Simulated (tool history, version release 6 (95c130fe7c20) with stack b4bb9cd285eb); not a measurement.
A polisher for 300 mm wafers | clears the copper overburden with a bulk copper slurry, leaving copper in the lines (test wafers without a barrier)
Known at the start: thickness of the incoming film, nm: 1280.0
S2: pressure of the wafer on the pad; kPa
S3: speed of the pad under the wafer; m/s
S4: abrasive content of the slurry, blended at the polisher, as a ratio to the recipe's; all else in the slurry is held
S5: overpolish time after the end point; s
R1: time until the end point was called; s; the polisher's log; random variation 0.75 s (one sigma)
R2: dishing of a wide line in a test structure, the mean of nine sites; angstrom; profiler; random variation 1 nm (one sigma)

Run 1, day 0.000: flow of slurry (ml/min) 135, S2 16.5 kPa, S3 1.36 m/s, S4 1.0, S5 17 s. Result: R1 112.330 s, R2 746.44 angstrom.
Run 2, day 0.312: flow of slurry (ml/min) 140, S2 17.2 kPa, S3 1.36 m/s, S4 1.0, S5 16 s. Result: R1 110.610 s, R2 758.68 angstrom.
Run 3, day 0.462: flow of slurry (ml/min) 140, S2 17.2 kPa, S3 1.36 m/s, S4 0.9, S5 16 s. Result: R1 111.860 s, R2 743.52 angstrom.
Run 4, day 0.546: flow of slurry (ml/min) 140, S2 17.9 kPa, S3 1.36 m/s, S4 0.9, S5 14 s. Result: R1 107.980 s, R2 725.45 angstrom.
Run 5, day 0.596: flow of slurry (ml/min) 140, S2 17.9 kPa, S3 1.14 m/s, S4 0.9, S5 14 s. Result: R1 124.000 s, R2 683.76 angstrom.
Run 6, day 0.821: flow of slurry (ml/min) 140, S2 17.9 kPa, S3 1.32 m/s, S4 0.9, S5 14 s. Result: R1 111.980 s, R2 702.63 angstrom.
Run 7, day 1.075: flow of slurry (ml/min) 140, S2 19.3 kPa, S3 1.32 m/s, S4 0.9, S5 13 s. Result: R1 104.630 s, R2 706.24 angstrom.
Run 8, day 1.225: flow of slurry (ml/min) 140, S2 20.0 kPa, S3 1.32 m/s, S4 0.9, S5 13 s. Result: R1 99.872 s, R2 739.13 angstrom.
Run 9, day 1.404: flow of slurry (ml/min) 140, S2 20.7 kPa, S3 1.32 m/s, S4 0.9, S5 12 s. Result: R1 96.993 s, R2 735.22 angstrom.

Run 10 comes next. What will it give?
Run 10, day 1.433: flow of slurry (ml/min) 140, S2 21.4 kPa, S3 1.32 m/s, S4 0.9, S5 11 s. Result: R1 ?, R2 ?.

Run 10 gave R1 93.325 s, R2 709.06 angstrom.
